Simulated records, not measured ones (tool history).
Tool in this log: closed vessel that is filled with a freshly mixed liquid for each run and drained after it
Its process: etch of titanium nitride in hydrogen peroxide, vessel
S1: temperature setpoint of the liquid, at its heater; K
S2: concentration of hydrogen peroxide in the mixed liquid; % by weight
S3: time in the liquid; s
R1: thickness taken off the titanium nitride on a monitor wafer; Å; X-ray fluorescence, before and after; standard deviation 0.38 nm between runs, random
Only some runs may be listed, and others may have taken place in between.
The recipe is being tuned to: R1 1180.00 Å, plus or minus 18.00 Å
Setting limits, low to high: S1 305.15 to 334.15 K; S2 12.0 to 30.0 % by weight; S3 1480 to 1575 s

{"run": 1, "day": 0.0, "S1": 318.15, "S2": 22.5, "S3": 1480, "R1": 574.32}
{"run": 2, "day": 0.104, "S1": 318.15, "S2": 22.5, "S3": 1480, "R1": 573.37}
{"run": 3, "day": 0.358, "S1": 312.15, "S2": 22.5, "S3": 1480, "R1": 362.96}
{"run": 4, "day": 0.521, "S1": 312.15, "S2": 22.5, "S3": 1575, "R1": 386.3}
{"run": 5, "day": 0.696, "S1": 315.65, "S2": 22.5, "S3": 1575, "R1": 503.88}
{"run": 6, "day": 0.783, "S1": 315.65, "S2": 22.5, "S3": 1480, "R1": 472.51}
{"run": 7, "day": 0.933, "S1": 318.65, "S2": 22.5, "S3": 1480, "R1": 596.79}
{"run": 8, "day": 1.138, "S1": 320.65, "S2": 22.5, "S3": 1480, "R1": 689.58}
{"run": 9, "day": 1.212, "S1": 322.15, "S2": 22.5, "S3": 1480, "R1": 772.94}
{"run": 10, "day": 1.533, "S1": 323.65, "S2": 22.5, "S3": 1480, "R1": 857.16}
{"run": 11, "day": 1.692, "S1": 329.15, "S2": 22.5, "S3": 1480, "R1": 1273.3}
{"run": 12, "day": 1.962, "S1": 328.65, "S2": 22.5, "S3": 1480, "R1": 1222.5}

Consider the 4 candidate settings below. Which is the only one whose results all fall within their allowed miss of target?
{"run": "A", "day": 2.233, "S1": 327.65, "S2": 25.5, "S3": 1550, "R1": "?"}
{"run": "B", "day": 2.233, "S1": 330.15, "S2": 14.5, "S3": 1480, "R1": "?"}
{"run": "C", "day": 2.233, "S1": 327.65, "S2": 24.5, "S3": 1575, "R1": "?"}
{"run": "D", "day": 2.233, "S1": 326.65, "S2": 26.5, "S3": 1575, "R1": "?"}

move=A R1=1225.00
move=B R1=1234.00
move=C R1=1233.90
move=D R1=1169.90
A: moves away from the targets compared with the last run
B: moves away from the targets compared with the last run
C: moves away from the targets compared with the last run
D: every result lands within tolerance
The right move is D.
